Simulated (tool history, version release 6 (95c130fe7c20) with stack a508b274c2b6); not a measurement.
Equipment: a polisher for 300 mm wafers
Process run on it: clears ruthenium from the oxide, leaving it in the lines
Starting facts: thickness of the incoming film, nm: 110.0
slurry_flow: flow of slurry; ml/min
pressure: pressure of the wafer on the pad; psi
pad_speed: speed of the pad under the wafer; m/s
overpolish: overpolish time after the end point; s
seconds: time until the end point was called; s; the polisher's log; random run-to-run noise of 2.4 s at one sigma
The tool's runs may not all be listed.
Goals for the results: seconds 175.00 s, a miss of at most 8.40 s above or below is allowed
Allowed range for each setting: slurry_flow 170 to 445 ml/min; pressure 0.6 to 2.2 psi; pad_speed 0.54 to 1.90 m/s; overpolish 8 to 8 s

Run 1, day 0.000: slurry_flow 285 ml/min, pressure 1.4 psi, pad_speed 1.22 m/s, overpolish 8 s. Result: seconds 104.22 s.
Run 2, day 0.279: slurry_flow 285 ml/min, pressure 1.4 psi, pad_speed 1.22 m/s, overpolish 8 s. Result: seconds 100.23 s.
Run 3, day 0.312: slurry_flow 285 ml/min, pressure 1.1 psi, pad_speed 1.22 m/s, overpolish 8 s. Result: seconds 128.76 s.
Run 4, day 0.512: slurry_flow 285 ml/min, pressure 1.1 psi, pad_speed 1.22 m/s, overpolish 8 s. Result: seconds 129.85 s.
Run 5, day 0.717: slurry_flow 235 ml/min, pressure 1.1 psi, pad_speed 1.22 m/s, overpolish 8 s. Result: seconds 134.69 s.
Run 6, day 0.858: slurry_flow 275 ml/min, pressure 1.1 psi, pad_speed 1.22 m/s, overpolish 8 s. Result: seconds 132.69 s.
Run 7, day 0.938: slurry_flow 270 ml/min, pressure 0.9 psi, pad_speed 1.20 m/s, overpolish 8 s. Result: seconds 162.05 s.
Run 8, day 1.271: slurry_flow 265 ml/min, pressure 0.9 psi, pad_speed 1.20 m/s, overpolish 8 s. Result: seconds 163.57 s.
Run 9, day 1.404: slurry_flow 265 ml/min, pressure 0.9 psi, pad_speed 1.20 m/s, overpolish 8 s. Result: seconds 163.92 s.
Run 10, day 1.521: slurry_flow 260 ml/min, pressure 0.9 psi, pad_speed 1.20 m/s, overpolish 8 s. Result: seconds 163.52 s.
Run 11, day 1.592: slurry_flow 260 ml/min, pressure 0.9 psi, pad_speed 1.20 m/s, overpolish 8 s. Result: seconds 165.02 s.
Run 12, day 1.888: slurry_flow 250 ml/min, pressure 0.9 psi, pad_speed 1.20 m/s, overpolish 8 s. Result: seconds 162.04 s.

Consider the 5 candidate settings below. Which is the only one whose results all fall within their allowed miss of target?
Run A, day 2.183: slurry_flow 260 ml/min, pressure 0.9 psi, pad_speed 1.30 m/s, overpolish 8 s. Result: seconds ?.
Run B, day 2.183: slurry_flow 275 ml/min, pressure 0.9 psi, pad_speed 1.28 m/s, overpolish 8 s. Result: seconds ?.
Run C, day 2.183: slurry_flow 270 ml/min, pressure 1.0 psi, pad_speed 1.10 m/s, overpolish 8 s. Result: seconds ?.
Run D, day 2.183: slurry_flow 275 ml/min, pressure 1.1 psi, pad_speed 1.04 m/s, overpolish 8 s. Result: seconds ?.
Run E, day 2.183: slurry_flow 240 ml/min, pressure 0.9 psi, pad_speed 1.12 m/s, overpolish 8 s. Result: seconds ?.

move  seconds
   A   148.62
   B   149.94
   C   157.33
   D   151.26
   E   173.39
A: lands further from the targets than the last run did
B: lands further from the targets than the last run did
C: lands further from the targets than the last run did
D: lands further from the targets than the last run did
E: in spec on every target
Move E is the one to make.

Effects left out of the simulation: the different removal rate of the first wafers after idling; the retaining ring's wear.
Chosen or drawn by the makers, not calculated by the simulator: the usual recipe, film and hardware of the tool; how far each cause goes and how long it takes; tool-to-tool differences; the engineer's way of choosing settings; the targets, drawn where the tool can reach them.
